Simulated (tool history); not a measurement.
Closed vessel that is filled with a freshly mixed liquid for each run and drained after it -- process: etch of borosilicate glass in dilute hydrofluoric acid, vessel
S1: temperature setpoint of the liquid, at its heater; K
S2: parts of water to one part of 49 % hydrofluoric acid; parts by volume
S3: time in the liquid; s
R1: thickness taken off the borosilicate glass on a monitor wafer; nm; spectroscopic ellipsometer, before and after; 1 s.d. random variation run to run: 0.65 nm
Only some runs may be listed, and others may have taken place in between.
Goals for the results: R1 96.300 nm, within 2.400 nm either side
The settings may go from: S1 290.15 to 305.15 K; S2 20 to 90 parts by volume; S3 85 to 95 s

run,hour,S1,S2,S3,R1
1,0.0,297.15,50,85,70.985
2,4.5,297.15,50,95,79.306
3,9.0,297.65,50,95,80.771
4,15.3,297.65,40,95,102.040
5,22.0,295.15,40,95,91.234
6,26.8,292.65,40,95,83.389
7,28.3,293.15,40,95,84.653
8,37.4,293.65,40,95,85.752
9,43.6,294.15,40,95,89.659
10,51.8,295.15,40,95,92.147
11,60.8,295.15,40,95,92.547

Exactly one of the 4 candidate moves below puts every result within its allowed miss. Which one?
A,69.8,298.65,40,85,?
B,69.8,297.65,45,95,?
C,69.8,297.15,40,85,?
D,69.8,294.15,40,95,?

move,R1
A,94.878
B,89.885
C,89.168
D,87.836
A: every result within its allowed miss
B: its largest miss is bigger than the last run's
C: its largest miss is bigger than the last run's
D: its largest miss is bigger than the last run's
The right move is A.
